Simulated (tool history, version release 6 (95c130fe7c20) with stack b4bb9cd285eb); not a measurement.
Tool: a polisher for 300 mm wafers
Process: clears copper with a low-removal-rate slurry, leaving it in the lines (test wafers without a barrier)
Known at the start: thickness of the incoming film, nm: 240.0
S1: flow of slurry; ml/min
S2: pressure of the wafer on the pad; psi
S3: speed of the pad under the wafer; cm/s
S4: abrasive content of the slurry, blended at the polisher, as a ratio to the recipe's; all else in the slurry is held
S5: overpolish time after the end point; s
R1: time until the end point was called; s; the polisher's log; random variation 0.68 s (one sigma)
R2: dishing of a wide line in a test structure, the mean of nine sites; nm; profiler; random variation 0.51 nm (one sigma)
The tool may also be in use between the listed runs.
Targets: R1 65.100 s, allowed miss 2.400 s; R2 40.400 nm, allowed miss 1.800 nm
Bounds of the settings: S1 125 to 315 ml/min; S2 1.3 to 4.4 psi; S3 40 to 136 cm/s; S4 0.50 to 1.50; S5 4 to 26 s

run 1 hour=0.0 | S1=205 S2=2.8 S3=88 S4=1.00 S5=13 | R1=100.580 R2=21.665
run 2 hour=6.5 | S1=205 S2=2.9 S3=88 S4=1.00 S5=13 | R1=97.141 R2=22.782
run 3 hour=15.2 | S1=205 S2=3.0 S3=88 S4=1.00 S5=13 | R1=93.891 R2=23.514
run 4 hour=24.0 | S1=205 S2=3.0 S3=88 S4=1.10 S5=13 | R1=91.429 R2=23.956
run 5 hour=26.0 | S1=185 S2=3.0 S3=88 S4=1.10 S5=13 | R1=92.050 R2=23.823
run 6 hour=32.1 | S1=185 S2=3.0 S3=88 S4=0.90 S5=13 | R1=96.185 R2=22.612
run 7 hour=37.9 | S1=185 S2=3.1 S3=88 S4=0.90 S5=13 | R1=97.754 R2=23.023
run 8 hour=38.9 | S1=190 S2=3.2 S3=88 S4=0.90 S5=13 | R1=92.301 R2=24.283
run 9 hour=46.3 | S1=210 S2=4.0 S3=88 S4=0.90 S5=16 | R1=73.212 R2=36.434
run 10 hour=49.6 | S1=210 S2=4.2 S3=88 S4=0.90 S5=16 | R1=69.641 R2=38.363
run 11 hour=51.2 | S1=215 S2=4.3 S3=88 S4=0.90 S5=16 | R1=67.550 R2=38.072

5 next moves are on the table. One of them brings every result within its allowed miss. Which?
run A hour=52.8 | S1=175 S2=4.4 S3=108 S4=0.85 S5=13 | R1=? R2=?
run B hour=52.8 | S1=190 S2=4.0 S3=96 S4=0.90 S5=17 | R1=? R2=?
run C hour=52.8 | S1=180 S2=4.4 S3=84 S4=0.80 S5=16 | R1=? R2=?
run D hour=52.8 | S1=260 S2=4.4 S3=76 S4=1.20 S5=18 | R1=? R2=?
run E hour=52.8 | S1=220 S2=4.4 S3=82 S4=1.15 S5=16 | R1=? R2=?

move=A R1=58.886 R2=36.100
move=B R1=68.328 R2=40.112
move=C R1=71.648 R2=36.481
move=D R1=64.392 R2=44.699
move=E R1=63.100 R2=40.948
A: further off than the last run
B: brings the result that was furthest off to its target, and leaves another outside
C: further off than the last run
D: takes the result that was furthest off past its target
E: meets every target
The right move is E.
